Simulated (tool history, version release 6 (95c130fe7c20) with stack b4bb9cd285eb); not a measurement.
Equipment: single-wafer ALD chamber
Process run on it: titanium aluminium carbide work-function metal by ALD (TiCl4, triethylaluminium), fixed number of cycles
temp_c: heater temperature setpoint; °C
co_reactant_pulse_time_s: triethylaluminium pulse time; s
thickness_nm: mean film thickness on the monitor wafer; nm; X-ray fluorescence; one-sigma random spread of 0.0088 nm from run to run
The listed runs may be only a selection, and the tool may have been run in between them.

run,day,temp_c,co_reactant_pulse_time_s,thickness_nm
1,0,325,12.94,2.4512
2,0.217,319,10.76,2.3441
3,0.279,314,10.76,2.3306
4,0.338,311,9.15,2.2435
5,0.458,318,9.15,2.3157
6,0.821,313,9.15,2.2601
7,0.971,310,8.42,2.1979

Estimate the outcome of run 8 from the log above:
8,1.162,308,8.15,?

{"run 8": {"thickness_nm": 2.1704}}

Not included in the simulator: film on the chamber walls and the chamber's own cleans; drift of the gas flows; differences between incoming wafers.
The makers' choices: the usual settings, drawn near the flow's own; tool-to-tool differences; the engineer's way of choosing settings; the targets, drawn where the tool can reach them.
